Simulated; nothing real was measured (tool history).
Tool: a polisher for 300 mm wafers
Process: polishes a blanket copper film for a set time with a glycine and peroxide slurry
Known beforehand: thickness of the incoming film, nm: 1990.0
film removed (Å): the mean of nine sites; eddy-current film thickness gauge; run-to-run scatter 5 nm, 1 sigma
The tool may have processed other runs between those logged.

| run | hour | flow of slurry (ml/min) | pressure of the wafer on the pad (psi) | speed of the pad under the wafer (cm/s) | polishing time (s) | film removed (Å) |
|---|---|---|---|---|---|---|
| 1 | 0.0 | 280 | 2.4 | 122 | 61 | 4020.4 |
| 2 | 2.9 | 280 | 3.0 | 122 | 61 | 4947.4 |
| 3 | 4.5 | 280 | 3.0 | 148 | 61 | 5606.5 |
| 4 | 9.8 | 280 | 3.0 | 134 | 61 | 5207.5 |
| 5 | 15.3 | 280 | 3.1 | 134 | 61 | 5370.7 |
| 6 | 22.3 | 280 | 3.2 | 134 | 61 | 5427.3 |
| 7 | 29.0 | 280 | 3.3 | 134 | 61 | 5619.8 |

Predict the results of run 8:
| 8 | 31.3 | 280 | 3.4 | 134 | 61 | ? |

film removed (Å): 5813.5

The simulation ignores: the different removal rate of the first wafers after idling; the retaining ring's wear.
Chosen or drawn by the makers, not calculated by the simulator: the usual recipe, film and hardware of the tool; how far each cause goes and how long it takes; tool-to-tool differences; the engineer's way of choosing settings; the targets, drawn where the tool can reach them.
